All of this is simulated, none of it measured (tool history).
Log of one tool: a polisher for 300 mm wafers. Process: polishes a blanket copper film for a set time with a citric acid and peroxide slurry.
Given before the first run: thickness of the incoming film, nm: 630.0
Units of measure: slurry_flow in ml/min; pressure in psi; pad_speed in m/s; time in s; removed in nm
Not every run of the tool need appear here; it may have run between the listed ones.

run  hour  slurry_flow  pressure  pad_speed  slurry_solids  time  removed
  1     0          225       3.7       1.06              1    62   155.96
  2     6          265       3.7       1.06              1    62   158.07
  3  11.3          265       3.6       1.06              1    62   152.74
  4  19.2          265       3.6       1.06            0.9    62   152.06
  5  27.5          265       3.5       1.06            0.9    62   147.97
  6  32.6          265       3.4       1.06            0.9    62   144.36
  7  38.5          265       3.3       1.06            0.9    62   139.62

What does the tool deliver on the next run?
  8  43.2          265       3.2       1.06            0.9    62        ?

removed: 132.38 nm

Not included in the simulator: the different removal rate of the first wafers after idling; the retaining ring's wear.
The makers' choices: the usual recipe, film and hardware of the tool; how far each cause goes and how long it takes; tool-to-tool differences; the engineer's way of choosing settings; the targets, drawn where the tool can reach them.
